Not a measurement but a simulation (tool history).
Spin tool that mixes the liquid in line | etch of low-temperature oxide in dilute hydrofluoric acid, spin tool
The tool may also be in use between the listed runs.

run	day	temperature setpoint of the liquid (C)	parts of water to one part of 49 % hydrofluoric acid (parts by volume)	time under the liquid (s)	thickness taken off the low-temperature oxide on a monitor wafer (nm)
1	0.000	24.0	95	55	19.690
2	0.333	23.0	95	55	18.748
3	0.592	23.0	95	60	20.818
4	0.833	19.5	95	60	17.816
5	0.925	17.5	95	60	16.409
6	1.117	17.5	65	60	24.466
7	1.396	17.5	70	60	22.833
8	1.671	17.5	75	60	21.305
9	1.854	17.5	80	60	19.693
10	2.217	17.5	85	60	18.412

What will run 11 give?
11	2.296	17.0	90	60	?

Run 11 yielded thickness taken off the low-temperature oxide on a monitor wafer (nm) 16.995.
